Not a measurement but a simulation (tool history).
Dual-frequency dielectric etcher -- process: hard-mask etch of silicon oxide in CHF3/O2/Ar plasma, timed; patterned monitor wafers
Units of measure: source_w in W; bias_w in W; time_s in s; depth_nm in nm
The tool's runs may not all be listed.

{"run": 1, "hour": 0.0, "source_w": 570, "bias_w": 146, "time_s": 35, "depth_nm": 65.506}
{"run": 2, "hour": 1.2, "source_w": 570, "bias_w": 146, "time_s": 35, "depth_nm": 66.001}
{"run": 3, "hour": 6.0, "source_w": 500, "bias_w": 146, "time_s": 35, "depth_nm": 62.281}
{"run": 4, "hour": 13.2, "source_w": 530, "bias_w": 150, "time_s": 35, "depth_nm": 65.171}
{"run": 5, "hour": 14.7, "source_w": 460, "bias_w": 150, "time_s": 35, "depth_nm": 61.04}
{"run": 6, "hour": 20.0, "source_w": 460, "bias_w": 168, "time_s": 35, "depth_nm": 63.675}
{"run": 7, "hour": 26.3, "source_w": 490, "bias_w": 171, "time_s": 35, "depth_nm": 66.019}

What will run 8 give?
{"run": 8, "hour": 30.9, "source_w": 600, "bias_w": 190, "time_s": 35.5, "depth_nm": "?"}

{"run 8": {"depth_nm": 74.925}}
